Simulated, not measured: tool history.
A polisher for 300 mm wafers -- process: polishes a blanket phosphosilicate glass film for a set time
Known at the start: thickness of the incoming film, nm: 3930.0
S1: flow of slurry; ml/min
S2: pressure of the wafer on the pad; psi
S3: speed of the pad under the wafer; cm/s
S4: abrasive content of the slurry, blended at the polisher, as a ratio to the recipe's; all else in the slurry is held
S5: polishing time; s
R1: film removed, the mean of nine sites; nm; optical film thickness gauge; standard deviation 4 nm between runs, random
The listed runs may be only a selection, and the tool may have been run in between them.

{"run": 1, "day": 0.0, "S1": 225, "S2": 3.1, "S3": 76, "S4": 1.0, "S5": 96, "R1": 686.15}
{"run": 2, "day": 0.346, "S1": 225, "S2": 3.0, "S3": 76, "S4": 1.0, "S5": 96, "R1": 674.93}
{"run": 3, "day": 0.475, "S1": 225, "S2": 3.0, "S3": 76, "S4": 0.85, "S5": 96, "R1": 611.96}
{"run": 4, "day": 0.746, "S1": 225, "S2": 2.4, "S3": 76, "S4": 0.85, "S5": 96, "R1": 501.31}
{"run": 5, "day": 1.042, "S1": 225, "S2": 2.4, "S3": 58, "S4": 0.85, "S5": 96, "R1": 402.94}
{"run": 6, "day": 1.096, "S1": 195, "S2": 2.4, "S3": 58, "S4": 0.85, "S5": 96, "R1": 389.58}

Run 7 comes next. What will it give?
{"run": 7, "day": 1.425, "S1": 260, "S2": 3.3, "S3": 58, "S4": 0.85, "S5": 96, "R1": "?"}

Run 7 produced R1 559.68 nm.
